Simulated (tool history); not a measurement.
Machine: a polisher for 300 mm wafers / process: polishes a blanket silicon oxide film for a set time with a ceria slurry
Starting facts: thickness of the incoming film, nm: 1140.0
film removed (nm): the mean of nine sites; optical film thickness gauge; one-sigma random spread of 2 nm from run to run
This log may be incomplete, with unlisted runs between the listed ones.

run	day	flow of slurry (ml/min)	pressure of the wafer on the pad (kPa)	speed of the pad under the wafer (m/s)	polishing time (s)	film removed (nm)
1	0	265	29	1	45	247.48
2	0.079	265	29	1	45	249.15
3	0.262	240	29	1	45	247.14
4	0.446	240	35.2	1	45	296.26
5	0.483	240	33.8	1	45	282.53
6	0.583	240	32.4	1	45	276.86

The next listed run, before its measurement:
7	0.758	240	31	1	45	?

film removed (nm): 262.44
